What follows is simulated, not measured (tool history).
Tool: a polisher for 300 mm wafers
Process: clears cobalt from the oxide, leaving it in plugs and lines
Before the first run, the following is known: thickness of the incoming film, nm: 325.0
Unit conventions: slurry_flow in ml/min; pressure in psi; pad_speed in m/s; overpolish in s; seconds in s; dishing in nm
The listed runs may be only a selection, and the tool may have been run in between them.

run	hour	slurry_flow	pressure	pad_speed	overpolish	seconds	dishing
1	0	265	1.8	0.94	27	86.791	59.053
2	6.5	265	1.8	0.94	30	83.941	62.695
3	10.8	265	2.1	0.94	30	75.06	66.141
4	17.5	265	2.5	0.94	30	65.339	68.241
5	19.5	265	2.2	0.94	30	73.222	66.739
6	23.9	265	2.1	0.94	32	75.381	68.439

Predict the results of run 7:
7	28.7	265	2	0.94	33	?	?

For run 7 the tool returned seconds 77.31 s, dishing 67.587 nm.
